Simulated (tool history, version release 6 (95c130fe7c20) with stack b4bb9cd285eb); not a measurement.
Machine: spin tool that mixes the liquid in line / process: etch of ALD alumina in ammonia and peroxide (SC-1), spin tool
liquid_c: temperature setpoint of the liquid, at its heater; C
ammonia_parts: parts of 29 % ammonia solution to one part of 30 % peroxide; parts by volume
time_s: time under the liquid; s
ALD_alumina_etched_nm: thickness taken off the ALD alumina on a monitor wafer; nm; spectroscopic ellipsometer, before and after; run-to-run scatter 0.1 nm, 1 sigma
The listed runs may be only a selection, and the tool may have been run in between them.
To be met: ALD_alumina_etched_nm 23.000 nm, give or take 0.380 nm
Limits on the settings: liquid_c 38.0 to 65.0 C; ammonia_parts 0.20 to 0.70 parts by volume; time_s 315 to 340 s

Run 1, day 0.000: liquid_c 49.0 C, ammonia_parts 0.40 parts by volume, time_s 315 s. Result: ALD_alumina_etched_nm 15.769 nm.
Run 2, day 0.183: liquid_c 51.0 C, ammonia_parts 0.40 parts by volume, time_s 315 s. Result: ALD_alumina_etched_nm 17.628 nm.
Run 3, day 0.483: liquid_c 51.0 C, ammonia_parts 0.40 parts by volume, time_s 315 s. Result: ALD_alumina_etched_nm 17.731 nm.
Run 4, day 0.633: liquid_c 51.0 C, ammonia_parts 0.40 parts by volume, time_s 315 s. Result: ALD_alumina_etched_nm 17.635 nm.
Run 5, day 0.779: liquid_c 51.0 C, ammonia_parts 0.40 parts by volume, time_s 340 s. Result: ALD_alumina_etched_nm 19.072 nm.
Run 6, day 1.133: liquid_c 51.0 C, ammonia_parts 0.40 parts by volume, time_s 340 s. Result: ALD_alumina_etched_nm 19.192 nm.
Run 7, day 1.396: liquid_c 52.0 C, ammonia_parts 0.40 parts by volume, time_s 340 s. Result: ALD_alumina_etched_nm 20.133 nm.
Run 8, day 1.750: liquid_c 53.0 C, ammonia_parts 0.40 parts by volume, time_s 340 s. Result: ALD_alumina_etched_nm 21.160 nm.

Exercise: of the 5 proposed moves below, exactly one satisfies all targets within the stated allowed misses. Which move is it?
Run A, day 2.104: liquid_c 56.0 C, ammonia_parts 0.30 parts by volume, time_s 315 s. Result: ALD_alumina_etched_nm ?.
Run B, day 2.104: liquid_c 55.5 C, ammonia_parts 0.35 parts by volume, time_s 315 s. Result: ALD_alumina_etched_nm ?.
Run C, day 2.104: liquid_c 54.5 C, ammonia_parts 0.35 parts by volume, time_s 330 s. Result: ALD_alumina_etched_nm ?.
Run D, day 2.104: liquid_c 55.0 C, ammonia_parts 0.30 parts by volume, time_s 340 s. Result: ALD_alumina_etched_nm ?.
Run E, day 2.104: liquid_c 54.5 C, ammonia_parts 0.30 parts by volume, time_s 340 s. Result: ALD_alumina_etched_nm ?.

move  ALD_alumina_etched_nm
   A                 22.281
   B                 22.019
   C                 21.874
   D                 22.809
   E                 22.210
A: moves toward the targets from the last run without getting all of them in spec
B: moves toward the targets from the last run without getting all of them in spec
C: moves toward the targets from the last run without getting all of them in spec
D: every result lands within tolerance
E: moves toward the targets from the last run without getting all of them in spec
Go with D: it meets all targets.
